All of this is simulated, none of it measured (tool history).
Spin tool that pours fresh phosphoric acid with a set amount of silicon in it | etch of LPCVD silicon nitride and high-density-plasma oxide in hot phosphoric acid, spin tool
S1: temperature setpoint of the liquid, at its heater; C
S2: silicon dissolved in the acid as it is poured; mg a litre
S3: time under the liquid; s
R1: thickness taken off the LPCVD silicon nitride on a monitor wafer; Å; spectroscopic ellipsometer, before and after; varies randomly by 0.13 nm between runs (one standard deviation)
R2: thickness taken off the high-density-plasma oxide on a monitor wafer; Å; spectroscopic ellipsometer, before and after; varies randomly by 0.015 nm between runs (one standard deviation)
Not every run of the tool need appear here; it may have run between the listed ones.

{"run": 1, "hour": 0.0, "S1": 161.0, "S2": 23.5, "S3": 180, "R1": 169.85, "R2": 4.4322}
{"run": 2, "hour": 5.1, "S1": 162.0, "S2": 30.5, "S3": 190, "R1": 184.23, "R2": 4.0994}
{"run": 3, "hour": 11.3, "S1": 162.0, "S2": 30.5, "S3": 245, "R1": 238.64, "R2": 4.9417}
{"run": 4, "hour": 13.8, "S1": 162.0, "S2": 38.5, "S3": 245, "R1": 238.34, "R2": 3.3524}
{"run": 5, "hour": 17.3, "S1": 162.0, "S2": 38.5, "S3": 300, "R1": 292.94, "R2": 4.1399}
{"run": 6, "hour": 22.6, "S1": 162.0, "S2": 38.5, "S3": 355, "R1": 347.31, "R2": 5.1712}

The next listed run, before its measurement:
{"run": 7, "hour": 25.8, "S1": 160.5, "S2": 37.5, "S3": 335, "R1": "?", "R2": "?"}

For run 7 the tool returned R1 308.57 Å, R2 4.3762 Å.

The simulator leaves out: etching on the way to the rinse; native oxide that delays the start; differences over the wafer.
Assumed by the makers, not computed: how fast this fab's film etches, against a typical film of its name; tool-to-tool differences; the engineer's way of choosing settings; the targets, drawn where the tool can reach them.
